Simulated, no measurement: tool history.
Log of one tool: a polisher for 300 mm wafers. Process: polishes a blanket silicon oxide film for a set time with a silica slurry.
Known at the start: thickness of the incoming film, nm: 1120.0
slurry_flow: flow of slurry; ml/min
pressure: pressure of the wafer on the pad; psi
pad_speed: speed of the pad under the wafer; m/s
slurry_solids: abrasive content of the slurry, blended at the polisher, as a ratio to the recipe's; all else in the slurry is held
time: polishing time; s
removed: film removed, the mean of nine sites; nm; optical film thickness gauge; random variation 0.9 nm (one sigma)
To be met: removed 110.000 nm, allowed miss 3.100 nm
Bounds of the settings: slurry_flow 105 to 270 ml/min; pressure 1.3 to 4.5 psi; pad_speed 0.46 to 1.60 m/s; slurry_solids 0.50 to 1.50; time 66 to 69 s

run,hour,slurry_flow,pressure,pad_speed,slurry_solids,time,removed
1,0.0,175,2.9,1.02,1.00,66,149.840
2,7.0,175,2.9,0.88,1.00,66,139.280
3,9.0,175,2.9,0.88,1.00,69,144.410
4,17.4,170,2.7,0.88,1.00,69,136.240
5,20.3,170,2.7,0.88,1.20,69,147.120
6,24.0,170,2.7,0.88,1.20,66,138.170
7,30.4,165,2.5,0.88,1.20,66,128.140
8,31.6,160,2.4,0.88,1.20,66,124.130
9,38.8,150,2.0,0.88,1.20,66,102.920
10,46.6,155,2.0,0.88,1.20,66,103.540
11,47.2,160,2.0,0.88,1.20,66,102.650

5 next moves are on the table. One of them brings every result within its allowed miss. Which?
A,47.8,150,2.0,0.80,1.40,66,?
B,47.8,180,1.6,1.10,1.20,68,?
C,47.8,185,1.9,0.90,1.30,69,?
D,47.8,170,2.0,0.76,0.95,69,?
E,47.8,170,2.1,0.72,1.05,66,?

move,removed
A,101.980
B,97.786
C,107.940
D,88.825
E,90.817
A: further off than the last run
B: further off than the last run
C: meets every target
D: further off than the last run
E: further off than the last run
The right move is C.
